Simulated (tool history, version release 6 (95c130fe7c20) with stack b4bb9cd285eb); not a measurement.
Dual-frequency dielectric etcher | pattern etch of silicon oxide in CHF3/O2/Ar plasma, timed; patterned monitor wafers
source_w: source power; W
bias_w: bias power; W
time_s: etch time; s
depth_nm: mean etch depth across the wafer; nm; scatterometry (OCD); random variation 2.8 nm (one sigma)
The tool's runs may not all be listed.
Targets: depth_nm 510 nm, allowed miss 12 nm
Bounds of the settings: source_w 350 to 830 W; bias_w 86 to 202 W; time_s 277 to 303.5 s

run,hour,source_w,bias_w,time_s,depth_nm
1,0,590,144,303.5,625.19
2,4.1,590,144,303.5,619.65
3,5.4,550,139,301.5,592.22
4,6.3,600,139,301.5,617.73
5,12.7,500,139,301.5,575.98
6,14.6,470,136,300.5,560.51
7,17.8,450,133,299.5,533.76
8,26.1,440,133,299.5,534.71
9,30.6,430,132,299.5,527.21

Which of these 5 next moves meets every target?
A,35.1,390,124,290.5,?
B,35.1,420,116,288,?
C,35.1,440,140,297,?
D,35.1,380,143,295.5,?
E,35.1,480,130,292,?

move,depth_nm
A,485.72
B,486.19
C,542.73
D,512.03
E,539.93
A: takes the result that was furthest off past its target
B: takes the result that was furthest off past its target
C: further off than the last run
D: meets every target
E: further off than the last run
Answer: D
